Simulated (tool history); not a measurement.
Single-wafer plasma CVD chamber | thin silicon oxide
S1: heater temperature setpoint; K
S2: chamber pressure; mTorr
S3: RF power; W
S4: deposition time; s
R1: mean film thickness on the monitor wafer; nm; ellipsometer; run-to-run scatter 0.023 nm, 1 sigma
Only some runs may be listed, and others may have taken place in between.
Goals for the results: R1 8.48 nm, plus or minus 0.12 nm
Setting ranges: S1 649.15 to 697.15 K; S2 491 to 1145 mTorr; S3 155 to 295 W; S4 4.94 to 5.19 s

run  hour      S1    S2   S3    S4      R1
  1     0  673.15   818  225  5.19  7.9769
  2   1.4  673.15   962  225  5.19  9.1892
  3   7.4  673.15   953  225  5.19  9.1472
  4   9.7  673.15   953  200  5.19  8.6817
  5  12.2  673.15   950  200  5.19  8.6545
  6  14.8  673.15  1044  200  5.19  9.2363
  7  21.9  673.15  1032  200  5.19  9.1994
  8  29.4  673.15  1021  200  5.19   9.163
  9  35.2  673.15  1011  200  5.19  9.0185
 10  37.6  673.15   947  200  5.19  8.6388
 11  40.6  673.15   944  200  5.19  8.6278

Pick the move, out of 4, that brings all results within their allowed miss; only one does.
  A  43.6  675.15  925  200  5.05   ?
  B  43.6  664.15  922  200  5.19   ?
  C  43.6  665.15  879  210  5.09   ?
  D  43.6  675.15  946  205  5.19   ?

move      R1
   A  8.2452
   B   8.503
   C  8.1605
   D   8.739
A: moves the result that the last run missed by most past its target, out the other side
B: meets every target
C: moves the result that the last run missed by most past its target, out the other side
D: lands further from the targets than the last run did
B is the move that brings every result within its allowed miss.
